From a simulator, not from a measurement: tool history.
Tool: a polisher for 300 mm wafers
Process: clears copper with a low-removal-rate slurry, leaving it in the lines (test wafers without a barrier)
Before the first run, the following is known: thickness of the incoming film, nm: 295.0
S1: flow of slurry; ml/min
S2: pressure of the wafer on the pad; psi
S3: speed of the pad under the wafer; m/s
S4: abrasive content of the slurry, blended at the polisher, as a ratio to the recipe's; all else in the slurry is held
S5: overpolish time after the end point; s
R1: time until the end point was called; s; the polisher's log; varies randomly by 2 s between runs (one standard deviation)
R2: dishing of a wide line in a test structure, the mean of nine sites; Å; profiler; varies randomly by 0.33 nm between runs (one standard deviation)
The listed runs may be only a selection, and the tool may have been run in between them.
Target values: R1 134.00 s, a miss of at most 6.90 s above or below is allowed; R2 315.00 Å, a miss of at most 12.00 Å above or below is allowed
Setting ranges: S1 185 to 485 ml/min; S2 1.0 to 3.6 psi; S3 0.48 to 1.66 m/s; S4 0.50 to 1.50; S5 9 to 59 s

| run | hour | S1 | S2 | S3 | S4 | S5 | R1 | R2 |
|---|---|---|---|---|---|---|---|---|
| 1 | 0.0 | 310 | 2.3 | 1.06 | 1.00 | 30 | 152.71 | 427.56 |
| 2 | 2.5 | 310 | 2.3 | 1.06 | 1.20 | 30 | 147.70 | 434.40 |
| 3 | 4.1 | 315 | 2.3 | 1.06 | 1.20 | 27 | 146.83 | 395.65 |
| 4 | 5.7 | 265 | 2.3 | 1.06 | 1.20 | 27 | 147.55 | 391.74 |
| 5 | 8.0 | 265 | 2.7 | 1.06 | 1.20 | 27 | 131.19 | 433.81 |
| 6 | 9.8 | 270 | 2.7 | 1.06 | 1.20 | 25 | 132.39 | 406.71 |
| 7 | 11.0 | 275 | 2.7 | 1.06 | 1.20 | 23 | 127.68 | 377.17 |
| 8 | 12.2 | 280 | 2.7 | 1.06 | 1.20 | 22 | 130.28 | 361.60 |
| 9 | 15.6 | 280 | 2.7 | 1.06 | 1.20 | 21 | 128.64 | 357.05 |
| 10 | 17.9 | 280 | 2.7 | 1.06 | 1.20 | 20 | 128.13 | 333.37 |
| 11 | 21.0 | 280 | 2.6 | 1.06 | 1.20 | 20 | 134.38 | 328.92 |

5 candidate next runs follow, results not yet known. Just one meets every target within its allowed miss. Identify it.
| A | 24.1 | 305 | 2.7 | 0.88 | 1.45 | 18 | ? | ? |
| B | 24.1 | 200 | 2.8 | 1.02 | 1.35 | 19 | ? | ? |
| C | 24.1 | 270 | 2.1 | 1.24 | 1.00 | 23 | ? | ? |
| D | 24.1 | 265 | 3.0 | 0.82 | 1.35 | 22 | ? | ? |
| E | 24.1 | 265 | 2.7 | 0.88 | 1.20 | 19 | ? | ? |

| move | R1 | R2 |
|---|---|---|
| A | 148.58 | 282.43 |
| B | 137.76 | 317.65 |
| C | 147.99 | 349.22 |
| D | 148.31 | 339.67 |
| E | 155.94 | 283.90 |
A: moves the result that the last run missed by most past its target, out the other side
B: every result lands within tolerance
C: moves away from the targets compared with the last run
D: moves away from the targets compared with the last run
E: moves the result that the last run missed by most past its target, out the other side
So the answer is move B, the one that meets all the targets.
